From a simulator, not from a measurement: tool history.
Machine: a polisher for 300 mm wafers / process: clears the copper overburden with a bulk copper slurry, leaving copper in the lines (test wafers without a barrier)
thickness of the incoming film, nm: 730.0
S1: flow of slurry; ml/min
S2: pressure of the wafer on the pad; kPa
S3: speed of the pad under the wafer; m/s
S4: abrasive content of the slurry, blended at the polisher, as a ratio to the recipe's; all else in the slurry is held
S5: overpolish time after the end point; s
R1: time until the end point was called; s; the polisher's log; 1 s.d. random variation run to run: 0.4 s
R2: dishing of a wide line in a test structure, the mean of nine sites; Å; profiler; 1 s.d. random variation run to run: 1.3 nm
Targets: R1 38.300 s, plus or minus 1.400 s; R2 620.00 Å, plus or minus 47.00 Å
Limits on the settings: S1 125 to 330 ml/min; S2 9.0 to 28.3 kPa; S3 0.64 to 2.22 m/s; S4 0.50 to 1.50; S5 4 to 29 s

| run | hour | S1 | S2 | S3 | S4 | S5 | R1 | R2 |
|---|---|---|---|---|---|---|---|---|
| 1 | 0.0 | 210 | 18.6 | 1.42 | 1.00 | 15 | 59.873 | 524.56 |
| 2 | 5.4 | 210 | 15.2 | 1.42 | 1.00 | 15 | 71.867 | 474.96 |
| 3 | 10.5 | 210 | 15.2 | 1.68 | 1.00 | 15 | 65.672 | 500.61 |
| 4 | 11.3 | 185 | 15.2 | 1.68 | 1.00 | 15 | 65.715 | 492.89 |
| 5 | 18.4 | 185 | 15.2 | 1.38 | 1.00 | 15 | 76.970 | 468.25 |
| 6 | 25.0 | 205 | 18.6 | 1.40 | 1.00 | 14 | 61.056 | 531.22 |
| 7 | 32.8 | 220 | 20.7 | 1.44 | 1.00 | 11 | 52.067 | 520.95 |
| 8 | 35.6 | 230 | 22.1 | 1.44 | 1.00 | 12 | 50.015 | 538.42 |
| 9 | 40.6 | 230 | 23.4 | 1.44 | 1.00 | 12 | 46.937 | 549.19 |

5 candidate next runs follow, results not yet known. Just one meets every target within its allowed miss. Identify it.
| A | 45.6 | 260 | 23.4 | 1.78 | 1.05 | 8 | ? | ? |
| B | 45.6 | 185 | 20.7 | 1.12 | 0.95 | 13 | ? | ? |
| C | 45.6 | 215 | 26.9 | 1.78 | 1.05 | 18 | ? | ? |
| D | 45.6 | 300 | 27.6 | 1.62 | 1.30 | 11 | ? | ? |
| E | 45.6 | 220 | 26.2 | 1.70 | 1.00 | 20 | ? | ? |

| move | R1 | R2 |
|---|---|---|
| A | 40.127 | 521.73 |
| B | 65.703 | 511.61 |
| C | 35.611 | 623.78 |
| D | 34.370 | 599.56 |
| E | 38.179 | 621.86 |
A: nearer than the last run, and not there yet
B: moves away from the targets compared with the last run
C: takes the biggest miss from the last run beyond its target
D: takes the biggest miss from the last run beyond its target
E: all results land within tolerance of their targets
Correct choice: E, which meets every target
